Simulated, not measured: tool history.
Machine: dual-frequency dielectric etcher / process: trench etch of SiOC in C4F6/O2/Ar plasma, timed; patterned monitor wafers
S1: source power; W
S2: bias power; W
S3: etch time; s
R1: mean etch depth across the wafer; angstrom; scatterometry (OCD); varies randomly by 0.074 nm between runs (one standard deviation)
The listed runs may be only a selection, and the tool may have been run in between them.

run,day,S1,S2,S3,R1
1,0,450,174,11.5,248.43
2,0.212,450,186,11.5,252.38
3,0.342,480,188,11.5,260.48
4,0.496,500,189,11.5,267
5,0.583,540,189,11.5,276.39
6,0.8,540,174,11.5,269.86

Run 7 comes next. What will it give?
7,1.038,550,175,11.5,?

{"run 7": {"R1": 272.87}}

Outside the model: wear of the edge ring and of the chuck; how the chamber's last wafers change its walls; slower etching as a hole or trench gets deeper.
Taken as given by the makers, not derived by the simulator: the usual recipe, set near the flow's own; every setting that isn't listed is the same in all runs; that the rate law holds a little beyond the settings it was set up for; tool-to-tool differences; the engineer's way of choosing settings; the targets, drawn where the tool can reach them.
